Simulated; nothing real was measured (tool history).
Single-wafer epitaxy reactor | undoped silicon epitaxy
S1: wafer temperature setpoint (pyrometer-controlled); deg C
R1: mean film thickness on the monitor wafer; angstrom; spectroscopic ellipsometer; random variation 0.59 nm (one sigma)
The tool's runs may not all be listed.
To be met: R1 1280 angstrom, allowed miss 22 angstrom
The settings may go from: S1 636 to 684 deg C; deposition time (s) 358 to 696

run 1 hour=0 | S1=660 deposition_time_(s)=527 | R1=1096.3
run 2 hour=4.2 | S1=652 deposition_time_(s)=527 | R1=921.42
run 3 hour=5.8 | S1=654 deposition_time_(s)=527 | R1=960.72
run 4 hour=9.9 | S1=655 deposition_time_(s)=527 | R1=987.01
run 5 hour=18.4 | S1=656 deposition_time_(s)=527 | R1=1004.6
run 6 hour=19.3 | S1=656 deposition_time_(s)=468 | R1=896.36
run 7 hour=23.2 | S1=658 deposition_time_(s)=468 | R1=934.72
run 8 hour=26.3 | S1=660 deposition_time_(s)=468 | R1=973.81
run 9 hour=30.2 | S1=661 deposition_time_(s)=468 | R1=1001.6

5 next moves are on the table. One of them brings every result within its allowed miss. Which?
run A hour=34.1 | S1=672 deposition_time_(s)=501 | R1=?
run B hour=34.1 | S1=646 deposition_time_(s)=546 | R1=?
run C hour=34.1 | S1=675 deposition_time_(s)=534 | R1=?
run D hour=34.1 | S1=670 deposition_time_(s)=507 | R1=?
run E hour=34.1 | S1=659 deposition_time_(s)=625 | R1=?

move=A R1=1351.7
move=B R1=836.3
move=C R1=1534.9
move=D R1=1311.1
move=E R1=1275.7
A: takes the result that was furthest off past its target
B: further off than the last run
C: takes the result that was furthest off past its target
D: takes the result that was furthest off past its target
E: meets every target
Answer: E

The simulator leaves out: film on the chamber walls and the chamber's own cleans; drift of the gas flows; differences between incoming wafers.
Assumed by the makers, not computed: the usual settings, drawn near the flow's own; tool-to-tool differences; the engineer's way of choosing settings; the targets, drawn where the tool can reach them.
